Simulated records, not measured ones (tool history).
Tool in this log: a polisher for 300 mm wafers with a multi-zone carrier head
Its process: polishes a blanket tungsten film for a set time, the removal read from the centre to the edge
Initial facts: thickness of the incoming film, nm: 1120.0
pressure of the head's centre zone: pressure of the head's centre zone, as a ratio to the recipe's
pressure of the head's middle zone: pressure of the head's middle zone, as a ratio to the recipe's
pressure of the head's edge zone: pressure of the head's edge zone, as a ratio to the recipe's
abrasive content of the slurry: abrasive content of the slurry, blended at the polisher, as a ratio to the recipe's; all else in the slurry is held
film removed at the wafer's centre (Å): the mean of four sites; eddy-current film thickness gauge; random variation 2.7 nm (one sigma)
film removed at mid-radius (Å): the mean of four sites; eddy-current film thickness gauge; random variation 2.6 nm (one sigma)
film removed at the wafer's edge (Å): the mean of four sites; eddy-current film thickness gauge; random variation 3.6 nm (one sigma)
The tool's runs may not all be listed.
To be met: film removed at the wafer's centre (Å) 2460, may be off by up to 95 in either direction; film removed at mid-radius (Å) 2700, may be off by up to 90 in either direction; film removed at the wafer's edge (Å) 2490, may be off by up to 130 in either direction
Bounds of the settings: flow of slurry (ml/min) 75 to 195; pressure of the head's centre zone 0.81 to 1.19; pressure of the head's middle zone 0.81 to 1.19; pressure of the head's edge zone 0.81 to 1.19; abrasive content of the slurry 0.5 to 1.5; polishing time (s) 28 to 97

run	hour	flow of slurry (ml/min)	pressure of the head's centre zone	pressure of the head's middle zone	pressure of the head's edge zone	abrasive content of the slurry	polishing time (s)	film removed at the wafer's centre (Å)	film removed at mid-radius (Å)	film removed at the wafer's edge (Å)
1	0	125	1	1	1	1	62	3819.7	3700.5	3803.1
2	8.1	125	0.99	1	0.98	0.95	60	3657.3	3630.7	3724.7
3	9.8	95	0.99	1	0.98	0.95	60	3381.9	3343	3535.5
4	17	100	0.99	1.01	0.97	0.9	57	3179.8	3288.8	3219.8
5	19.4	100	0.99	1	0.96	0.85	56	3057.1	3092	3196.8
6	25.5	100	0.99	1.01	0.95	0.8	55	3017.5	3020.2	3031.2
7	28.9	100	0.98	1.02	0.94	0.75	55	2895.3	3044	2982.9
8	32.4	95	0.98	1	0.84	0.5	50	2325.5	2381.4	2252.7
9	40.9	100	0.98	1.01	0.85	0.5	50	2380.1	2444.6	2270.3
10	45.8	105	0.97	1.01	0.86	0.5	50	2402.9	2434.6	2318.4
11	52.5	125	0.92	1.1	0.9	0.6	50	2471.4	2845.2	2547.9
12	61.4	125	0.92	1.1	0.9	0.6	50	2490.6	2868.4	2552.5
13	67.7	125	0.92	1.09	0.9	0.6	50	2515.6	2878.7	2558.9
14	70.6	125	0.92	1.08	0.9	0.6	50	2466	2829.4	2481.8

Which of these 5 next moves meets every target?
A	73.5	185	0.84	1.15	0.81	0.65	44	?	?	?
B	73.5	125	0.93	1.18	0.88	0.7	47	?	?	?
C	73.5	100	0.95	1.07	0.95	0.65	54	?	?	?
D	73.5	110	0.98	1.1	0.96	0.5	51	?	?	?
E	73.5	150	0.97	1.07	0.81	0.55	51	?	?	?

move	film removed at the wafer's centre (Å)	film removed at mid-radius (Å)	film removed at the wafer's edge (Å)
A	2236.6	2898.6	2251.7
B	2501.8	3016.8	2419.7
C	2715.9	2970.4	2724.8
D	2517	2721.5	2432.1
E	2748	2908	2429.9
A: further off than the last run
B: further off than the last run
C: further off than the last run
D: hits every target within its allowed miss
E: further off than the last run
So the answer is move D, the one that meets all the targets.
